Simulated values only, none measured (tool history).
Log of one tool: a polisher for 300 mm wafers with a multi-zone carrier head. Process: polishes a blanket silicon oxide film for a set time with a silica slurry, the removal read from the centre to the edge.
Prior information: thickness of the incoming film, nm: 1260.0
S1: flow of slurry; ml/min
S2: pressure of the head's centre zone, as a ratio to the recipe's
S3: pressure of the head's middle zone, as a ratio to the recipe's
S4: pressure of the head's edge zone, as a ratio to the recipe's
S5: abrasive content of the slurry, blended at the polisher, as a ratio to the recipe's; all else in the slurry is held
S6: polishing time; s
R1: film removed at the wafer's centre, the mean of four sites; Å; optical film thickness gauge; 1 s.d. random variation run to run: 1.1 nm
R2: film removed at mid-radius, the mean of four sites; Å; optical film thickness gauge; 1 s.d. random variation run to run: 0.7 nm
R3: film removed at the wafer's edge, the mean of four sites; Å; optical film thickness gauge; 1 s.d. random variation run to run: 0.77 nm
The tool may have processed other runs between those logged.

run  hour   S1    S2    S3    S4    S5  S6      R1      R2      R3
  1     0  275     1     1     1     1  34  1011.5     927  910.46
  2   4.3  270  0.98  0.99  0.99     1  34  980.22     934  907.53
  3  13.2  270  0.97  0.98  0.98     1  34  1006.2  923.33  912.05
  4    18  270  0.97  0.98  1.02     1  34  960.54  919.16  921.97
  5  23.9  270  1.02  0.98  1.02     1  34  1008.6  912.92     913
  6  32.5  270  1.07  0.98  1.02     1  34    1075  924.61  923.83
  7  34.8  270  1.05  0.98  1.02  0.95  34  1047.7  882.09  885.58
  8  36.9  265  1.03  0.98  1.02  0.95  34  1007.4  886.92  893.27
  9  43.3  260  1.01  0.98  1.02  0.95  34  984.05  880.52  867.32
 10  51.1  255  0.99  0.98  1.03  0.95  34  979.69  890.55  890.59
 11  54.7  255  0.97  0.98  1.03  0.95  34   954.2  881.23   894.7

What does the tool deliver on the next run?
 12  61.4  255  0.95  0.99  1.03  0.95  34   ?   ?   ?

R1: 936.76 Å
R2: 893.57 Å
R3: 885.99 Å

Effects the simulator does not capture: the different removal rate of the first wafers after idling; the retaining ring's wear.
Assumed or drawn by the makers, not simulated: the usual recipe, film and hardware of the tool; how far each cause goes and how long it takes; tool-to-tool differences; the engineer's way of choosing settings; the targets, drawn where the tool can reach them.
